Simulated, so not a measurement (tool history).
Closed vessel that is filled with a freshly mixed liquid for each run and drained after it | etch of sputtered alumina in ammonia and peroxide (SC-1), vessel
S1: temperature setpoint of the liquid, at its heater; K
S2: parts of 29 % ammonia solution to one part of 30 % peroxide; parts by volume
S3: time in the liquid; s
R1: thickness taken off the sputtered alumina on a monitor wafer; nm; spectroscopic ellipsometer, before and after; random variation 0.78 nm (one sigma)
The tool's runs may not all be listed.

Run 1, hour 0: S1 326.15 K, S2 0.6 parts by volume, S3 1070 s. Result: R1 85.616 nm.
Run 2, hour 6.6: S1 321.65 K, S2 0.6 parts by volume, S3 1070 s. Result: R1 65.869 nm.
Run 3, hour 8.1: S1 317.15 K, S2 0.6 parts by volume, S3 1070 s. Result: R1 51.207 nm.
Run 4, hour 15.9: S1 311.15 K, S2 0.6 parts by volume, S3 1070 s. Result: R1 36.587 nm.
Run 5, hour 20.1: S1 318.65 K, S2 0.6 parts by volume, S3 1070 s. Result: R1 55.923 nm.
Run 6, hour 22.8: S1 322.15 K, S2 0.6 parts by volume, S3 1070 s. Result: R1 68.708 nm.
Run 7, hour 31.2: S1 325.65 K, S2 0.6 parts by volume, S3 1070 s. Result: R1 83.986 nm.
Run 8, hour 33.3: S1 328.15 K, S2 0.6 parts by volume, S3 1070 s. Result: R1 93.979 nm.

Forecast run 9:
Run 9, hour 36.8: S1 330.15 K, S2 0.6 parts by volume, S3 1070 s. Result: R1 ?.

{"run 9": {"R1": 105.38}}
